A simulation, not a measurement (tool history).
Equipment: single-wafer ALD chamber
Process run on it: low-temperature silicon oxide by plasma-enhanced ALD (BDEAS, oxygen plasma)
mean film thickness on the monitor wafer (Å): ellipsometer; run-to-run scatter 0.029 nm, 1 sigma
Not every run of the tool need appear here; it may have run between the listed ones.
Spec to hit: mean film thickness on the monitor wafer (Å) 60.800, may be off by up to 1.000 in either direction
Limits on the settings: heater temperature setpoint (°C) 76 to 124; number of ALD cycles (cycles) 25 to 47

run,hour,heater temperature setpoint (°C),number of ALD cycles (cycles),mean film thickness on the monitor wafer (Å)
1,0.0,100,36,50.736
2,4.5,99,37,51.667
3,6.7,104,37,51.755
4,15.1,111,37,50.798
5,20.1,121,37,49.950
6,21.7,120,38,51.437
7,22.9,119,39,53.427
8,23.8,118,39,53.345
9,28.5,117,39,53.419
10,37.3,105,42,58.471

Consider the 4 candidate settings below. Which is the only one whose results all fall within their allowed miss of target?
A,46.1,102,45,?
B,46.1,106,41,?
C,46.1,100,43,?
D,46.1,114,41,?

move,mean film thickness on the monitor wafer (Å)
A,63.317
B,57.321
C,60.696
D,56.586
A: takes the biggest miss from the last run beyond its target
B: further off than the last run
C: each result inside its tolerance
D: further off than the last run
Answer: C

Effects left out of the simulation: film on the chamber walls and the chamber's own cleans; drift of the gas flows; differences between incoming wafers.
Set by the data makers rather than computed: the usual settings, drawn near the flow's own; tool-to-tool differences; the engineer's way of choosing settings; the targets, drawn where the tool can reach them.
